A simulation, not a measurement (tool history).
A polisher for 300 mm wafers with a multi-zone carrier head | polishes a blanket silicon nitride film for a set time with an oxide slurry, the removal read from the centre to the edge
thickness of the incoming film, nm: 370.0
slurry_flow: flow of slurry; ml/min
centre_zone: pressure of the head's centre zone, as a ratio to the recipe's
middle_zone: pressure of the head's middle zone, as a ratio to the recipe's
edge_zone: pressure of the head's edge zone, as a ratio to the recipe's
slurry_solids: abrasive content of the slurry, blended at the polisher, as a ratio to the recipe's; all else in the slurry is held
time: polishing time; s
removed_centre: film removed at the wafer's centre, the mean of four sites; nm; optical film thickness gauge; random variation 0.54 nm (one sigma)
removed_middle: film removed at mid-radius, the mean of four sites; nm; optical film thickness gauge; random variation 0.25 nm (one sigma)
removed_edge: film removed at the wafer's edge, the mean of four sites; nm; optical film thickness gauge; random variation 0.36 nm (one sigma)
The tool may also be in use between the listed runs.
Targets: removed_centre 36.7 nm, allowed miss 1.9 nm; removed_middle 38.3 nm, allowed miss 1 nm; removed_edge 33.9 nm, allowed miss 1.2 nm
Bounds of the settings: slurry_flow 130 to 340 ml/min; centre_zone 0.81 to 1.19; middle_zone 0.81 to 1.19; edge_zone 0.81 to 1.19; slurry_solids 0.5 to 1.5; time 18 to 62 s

run,hour,slurry_flow,centre_zone,middle_zone,edge_zone,slurry_solids,time,removed_centre,removed_middle,removed_edge
1,0,220,1,1,1,1,40,30.233,31.471,30.8
2,8.7,235,1.03,1.04,1.02,1.05,40,32.062,32.96,31.243
3,10.8,180,1.03,1.04,1.02,1.05,40,31.903,32.274,30.754
4,18.1,180,1.03,1.04,1.09,1.05,40,32.74,31.884,32.156
5,19,180,1.03,1.04,1.17,1.05,40,32.273,32.018,33.362
6,21.5,180,1.03,1,1.17,1.05,40,32.429,31.318,33.173
7,28.9,180,1.03,1,1.17,1.05,40,32.442,31.439,33.244
8,33.8,200,1.05,1.06,1.14,1.1,40,33.944,33.537,34.121
9,35.4,210,1.06,1.1,1.1,1.1,40,33.926,34.129,33.17

5 next moves are on the table. One of them brings every result within its allowed miss. Which?
A,37,185,0.98,1.19,1.03,1.2,41,?,?,?
B,37,275,1.02,0.94,1.19,0.85,45,?,?,?
C,37,205,1.05,1.12,1.08,1.15,43,?,?,?
D,37,270,1.01,1.09,0.92,1.25,41,?,?,?
E,37,210,1.08,1.09,1.07,1.2,40,?,?,?

move,removed_centre,removed_middle,removed_edge
A,34.218,38.588,33.906
B,34.057,31.526,34.786
C,37.799,38.39,35.983
D,36.95,38.072,33.466
E,36.812,35.776,34.002
A: brings the result that was furthest off to its target, and leaves another outside
B: further off than the last run
C: brings the result that was furthest off to its target, and leaves another outside
D: meets every target
E: nearer than the last run, and not there yet
Move D is the one to make.

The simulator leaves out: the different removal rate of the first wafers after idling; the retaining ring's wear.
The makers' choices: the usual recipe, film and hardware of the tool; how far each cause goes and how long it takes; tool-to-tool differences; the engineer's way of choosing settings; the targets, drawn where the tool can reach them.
